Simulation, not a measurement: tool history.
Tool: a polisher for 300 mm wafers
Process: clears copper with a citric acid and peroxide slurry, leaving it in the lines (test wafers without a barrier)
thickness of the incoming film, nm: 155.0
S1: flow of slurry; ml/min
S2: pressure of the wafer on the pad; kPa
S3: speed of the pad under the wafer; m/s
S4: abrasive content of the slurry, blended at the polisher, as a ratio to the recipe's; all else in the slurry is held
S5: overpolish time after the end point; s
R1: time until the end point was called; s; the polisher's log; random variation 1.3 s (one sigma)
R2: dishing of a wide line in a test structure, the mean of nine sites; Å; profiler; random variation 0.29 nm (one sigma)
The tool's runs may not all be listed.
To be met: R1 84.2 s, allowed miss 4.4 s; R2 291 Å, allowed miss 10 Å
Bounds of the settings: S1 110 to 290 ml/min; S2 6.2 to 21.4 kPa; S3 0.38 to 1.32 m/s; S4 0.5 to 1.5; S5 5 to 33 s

| run | hour | S1 | S2 | S3 | S4 | S5 | R1 | R2 |
|---|---|---|---|---|---|---|---|---|
| 1 | 0 | 185 | 13.8 | 0.84 | 1 | 17 | 115.75 | 155.09 |
| 2 | 1.7 | 185 | 13.8 | 0.94 | 1 | 17 | 105.74 | 163.82 |
| 3 | 5.3 | 170 | 13.8 | 0.94 | 1 | 17 | 110.89 | 162.05 |
| 4 | 9.6 | 170 | 11 | 0.94 | 1 | 17 | 125.22 | 140.31 |
| 5 | 12.2 | 160 | 12.4 | 0.94 | 1 | 18 | 117.9 | 159.53 |
| 6 | 21.2 | 155 | 13.8 | 0.94 | 1 | 19 | 108.71 | 178.33 |
| 7 | 29.9 | 155 | 14.5 | 0.94 | 1 | 20 | 106.84 | 187.39 |
| 8 | 38.6 | 160 | 15.2 | 0.94 | 1 | 21 | 101.67 | 207.74 |
| 9 | 40.5 | 155 | 18.6 | 0.94 | 1 | 24 | 88.827 | 265.47 |
| 10 | 46.1 | 160 | 18.6 | 0.94 | 1 | 24 | 88.847 | 267.7 |
| 11 | 47 | 165 | 18.6 | 0.94 | 1 | 24 | 88.15 | 269.19 |
| 12 | 50.3 | 170 | 18.6 | 0.94 | 1 | 24 | 85.692 | 269.26 |

4 next moves are on the table. One of them brings every result within its allowed miss. Which?
| A | 53.6 | 170 | 18.6 | 0.98 | 0.9 | 26 | ? | ? |
| B | 53.6 | 150 | 20.7 | 1.02 | 1 | 22 | ? | ? |
| C | 53.6 | 165 | 20 | 0.86 | 1.2 | 23 | ? | ? |
| D | 53.6 | 195 | 21.4 | 1.04 | 0.85 | 21 | ? | ? |

| move | R1 | R2 |
|---|---|---|
| A | 87.083 | 285.64 |
| B | 78.414 | 271.98 |
| C | 85.728 | 261.73 |
| D | 74.292 | 273.95 |
A: meets every target
B: nearer than the last run, and not there yet
C: further off than the last run
D: as far off as the last run
The right move is A.
